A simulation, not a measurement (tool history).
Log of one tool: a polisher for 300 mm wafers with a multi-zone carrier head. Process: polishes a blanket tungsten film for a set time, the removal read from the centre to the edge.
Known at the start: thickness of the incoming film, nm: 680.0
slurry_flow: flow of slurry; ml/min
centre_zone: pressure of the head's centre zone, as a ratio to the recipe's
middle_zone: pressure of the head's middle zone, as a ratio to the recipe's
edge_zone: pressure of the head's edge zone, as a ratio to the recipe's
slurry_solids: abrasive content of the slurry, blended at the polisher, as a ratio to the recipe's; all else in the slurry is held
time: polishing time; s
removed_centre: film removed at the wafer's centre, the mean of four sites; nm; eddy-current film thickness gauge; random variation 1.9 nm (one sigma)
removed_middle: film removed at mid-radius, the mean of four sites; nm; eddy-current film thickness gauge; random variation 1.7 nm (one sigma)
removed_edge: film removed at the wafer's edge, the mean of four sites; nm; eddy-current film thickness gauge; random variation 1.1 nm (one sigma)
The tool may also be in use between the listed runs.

run 1 hour=0.0 | slurry_flow=295 centre_zone=1.00 middle_zone=1.00 edge_zone=1.00 slurry_solids=1.00 time=50 | removed_centre=248.20 removed_middle=254.90 removed_edge=259.62
run 2 hour=5.5 | slurry_flow=290 centre_zone=0.98 middle_zone=1.00 edge_zone=0.96 slurry_solids=0.85 time=44 | removed_centre=206.36 removed_middle=218.48 removed_edge=210.16
run 3 hour=9.6 | slurry_flow=255 centre_zone=0.98 middle_zone=1.00 edge_zone=0.96 slurry_solids=0.85 time=44 | removed_centre=204.97 removed_middle=216.39 removed_edge=208.47
run 4 hour=17.8 | slurry_flow=255 centre_zone=0.98 middle_zone=1.00 edge_zone=0.90 slurry_solids=0.85 time=44 | removed_centre=207.01 removed_middle=216.69 removed_edge=202.50
run 5 hour=25.1 | slurry_flow=255 centre_zone=1.05 middle_zone=1.00 edge_zone=0.90 slurry_solids=0.85 time=44 | removed_centre=219.83 removed_middle=216.44 removed_edge=207.41
run 6 hour=32.1 | slurry_flow=255 centre_zone=1.05 middle_zone=1.00 edge_zone=0.95 slurry_solids=0.85 time=44 | removed_centre=213.14 removed_middle=216.48 removed_edge=209.02
run 7 hour=34.8 | slurry_flow=255 centre_zone=1.05 middle_zone=1.00 edge_zone=0.95 slurry_solids=0.85 time=44 | removed_centre=217.80 removed_middle=215.86 removed_edge=207.08
run 8 hour=41.7 | slurry_flow=240 centre_zone=0.95 middle_zone=0.95 edge_zone=0.87 slurry_solids=0.60 time=30 | removed_centre=124.23 removed_middle=130.45 removed_edge=125.12
run 9 hour=46.9 | slurry_flow=255 centre_zone=0.96 middle_zone=0.97 edge_zone=0.91 slurry_solids=0.60 time=30 | removed_centre=127.23 removed_middle=132.33 removed_edge=127.97
run 10 hour=55.8 | slurry_flow=280 centre_zone=0.94 middle_zone=1.06 edge_zone=1.01 slurry_solids=0.80 time=31 | removed_centre=143.13 removed_middle=161.10 removed_edge=150.80

Run 11 comes next. What will it give?
-- hour=58.5 worn pad replaced by a new one
run 11 hour=58.5 | slurry_flow=280 centre_zone=0.93 middle_zone=1.04 edge_zone=1.00 slurry_solids=0.80 time=31 | removed_centre=? removed_middle=? removed_edge=?

Run 11 gave removed_centre 146.12 nm, removed_middle 162.01 nm, removed_edge 157.69 nm.

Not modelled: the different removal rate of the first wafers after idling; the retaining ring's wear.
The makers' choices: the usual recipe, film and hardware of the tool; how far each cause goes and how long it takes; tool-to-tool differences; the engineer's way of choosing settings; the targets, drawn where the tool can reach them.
